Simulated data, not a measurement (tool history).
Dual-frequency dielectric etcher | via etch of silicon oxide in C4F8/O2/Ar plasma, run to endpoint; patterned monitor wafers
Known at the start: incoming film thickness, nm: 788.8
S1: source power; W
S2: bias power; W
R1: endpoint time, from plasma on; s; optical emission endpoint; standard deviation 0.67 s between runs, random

run  hour    S1    S2      R1
  1     0  1750  1898  158.96
  2   4.2  1830  1910  155.62
  3  11.7  1880  1917  155.75
  4  15.1  2140  1917  146.07
  5  22.5  2380  1917  139.43
  6  27.1  2380  2225  134.06
  7  28.4  2220  2194   138.3

Predict the results of run 8:
  8  32.9  2100  2173   ?

Run 8 measured R1 142.08 s.
